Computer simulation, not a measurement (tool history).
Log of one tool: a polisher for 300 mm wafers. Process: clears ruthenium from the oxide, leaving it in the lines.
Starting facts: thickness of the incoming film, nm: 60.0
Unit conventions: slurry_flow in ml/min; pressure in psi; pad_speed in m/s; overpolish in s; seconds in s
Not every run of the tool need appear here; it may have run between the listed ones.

Run 1, hour 0: slurry_flow 215 ml/min, pressure 1.6 psi, pad_speed 0.84 m/s, overpolish 22 s. Result: seconds 69.711 s.
Run 2, hour 5.1: slurry_flow 215 ml/min, pressure 1.6 psi, pad_speed 0.72 m/s, overpolish 22 s. Result: seconds 81.96 s.
Run 3, hour 10.7: slurry_flow 215 ml/min, pressure 1.8 psi, pad_speed 0.74 m/s, overpolish 22 s. Result: seconds 71.765 s.
Run 4, hour 13.1: slurry_flow 215 ml/min, pressure 1.8 psi, pad_speed 0.74 m/s, overpolish 22 s. Result: seconds 73.492 s.
Run 5, hour 19.9: slurry_flow 170 ml/min, pressure 1.8 psi, pad_speed 0.74 m/s, overpolish 22 s. Result: seconds 74.168 s.
Run 6, hour 21.8: slurry_flow 170 ml/min, pressure 1.8 psi, pad_speed 0.92 m/s, overpolish 22 s. Result: seconds 60.882 s.

Run 7 is up next; what results do you expect?
Run 7, hour 25.2: slurry_flow 170 ml/min, pressure 1.9 psi, pad_speed 0.92 m/s, overpolish 22 s. Result: seconds ?.

seconds: 59.21 s
